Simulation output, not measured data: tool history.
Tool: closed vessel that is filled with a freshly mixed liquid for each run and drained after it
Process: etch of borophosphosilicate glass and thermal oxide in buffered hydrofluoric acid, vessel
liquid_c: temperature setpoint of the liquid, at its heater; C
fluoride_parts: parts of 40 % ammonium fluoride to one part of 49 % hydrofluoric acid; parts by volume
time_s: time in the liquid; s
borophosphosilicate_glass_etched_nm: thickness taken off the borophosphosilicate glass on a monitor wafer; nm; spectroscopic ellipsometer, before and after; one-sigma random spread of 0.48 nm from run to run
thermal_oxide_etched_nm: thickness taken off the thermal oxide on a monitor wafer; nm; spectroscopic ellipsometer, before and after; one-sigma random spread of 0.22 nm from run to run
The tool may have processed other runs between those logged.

run	day	liquid_c	fluoride_parts	time_s	borophosphosilicate_glass_etched_nm	thermal_oxide_etched_nm
1	0.000	21.0	8.5	60	80.193	60.639
2	0.171	20.0	8.5	60	77.794	56.698
3	0.542	20.0	8.5	35	44.065	32.968
4	0.654	21.5	8.5	35	48.961	35.757
5	0.825	21.5	8.5	60	83.290	61.645
6	0.896	21.5	7.5	60	95.107	70.349
# day 1.042: hydrofluoric acid flow meter replaced
7	1.042	20.5	7.5	60	96.367	71.441

Run 8 has not been measured yet. What should we expect?
8	1.317	17.0	10.5	60	?	?

borophosphosilicate_glass_etched_nm: 57.660 nm
thermal_oxide_etched_nm: 42.591 nm
